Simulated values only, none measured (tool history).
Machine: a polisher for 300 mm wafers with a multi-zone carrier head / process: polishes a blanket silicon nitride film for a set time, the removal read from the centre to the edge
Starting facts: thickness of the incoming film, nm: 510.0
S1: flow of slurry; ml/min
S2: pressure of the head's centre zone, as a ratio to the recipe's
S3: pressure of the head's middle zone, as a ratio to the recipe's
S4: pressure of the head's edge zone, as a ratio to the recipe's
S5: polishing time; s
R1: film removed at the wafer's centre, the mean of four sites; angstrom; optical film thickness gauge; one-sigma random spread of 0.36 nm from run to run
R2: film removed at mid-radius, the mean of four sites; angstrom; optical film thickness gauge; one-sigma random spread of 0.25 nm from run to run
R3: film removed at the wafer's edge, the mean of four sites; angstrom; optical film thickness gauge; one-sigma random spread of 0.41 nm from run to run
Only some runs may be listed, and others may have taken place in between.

Run 1, hour 0: S1 215 ml/min, S2 1, S3 1, S4 1, S5 35 s. Result: R1 613.86 angstrom, R2 598.92 angstrom, R3 650.07 angstrom.
Run 2, hour 1.8: S1 210 ml/min, S2 1.01, S3 0.97, S4 0.95, S5 31 s. Result: R1 539.89 angstrom, R2 519.88 angstrom, R3 557.28 angstrom.
Run 3, hour 8.7: S1 205 ml/min, S2 1.02, S3 0.93, S4 0.91, S5 28 s. Result: R1 489.28 angstrom, R2 455.47 angstrom, R3 489.7 angstrom.
Run 4, hour 17.6: S1 195 ml/min, S2 1.02, S3 0.9, S4 0.88, S5 27 s. Result: R1 474.75 angstrom, R2 429.61 angstrom, R3 471.5 angstrom.
Run 5, hour 21: S1 195 ml/min, S2 1.02, S3 0.9, S4 0.88, S5 32 s. Result: R1 553.03 angstrom, R2 508.28 angstrom, R3 565.09 angstrom.
Run 6, hour 25.5: S1 205 ml/min, S2 1.03, S3 0.89, S4 0.87, S5 29 s. Result: R1 513.13 angstrom, R2 462.92 angstrom, R3 510.58 angstrom.
Run 7, hour 26.2: S1 195 ml/min, S2 1.04, S3 0.88, S4 0.86, S5 27 s. Result: R1 482.31 angstrom, R2 419.09 angstrom, R3 458.43 angstrom.
Run 8, hour 31: S1 180 ml/min, S2 1.03, S3 0.88, S4 0.85, S5 26 s. Result: R1 448.58 angstrom, R2 398.52 angstrom, R3 447.35 angstrom.
Run 9, hour 36.8: S1 175 ml/min, S2 1.04, S3 0.89, S4 0.84, S5 25 s. Result: R1 437.41 angstrom, R2 384.67 angstrom, R3 422.49 angstrom.
Run 10, hour 39.6: S1 170 ml/min, S2 1.04, S3 0.89, S4 0.83, S5 25 s. Result: R1 431.46 angstrom, R2 392.23 angstrom, R3 419.31 angstrom.

Run 11 has not been measured yet. What should we expect?
Run 11, hour 48.5: S1 150 ml/min, S2 1.06, S3 0.85, S4 0.81, S5 24 s. Result: R1 ?, R2 ?, R3 ?.

{"run 11": {"R1": 408.09, "R2": 354.13, "R3": 395.52}}
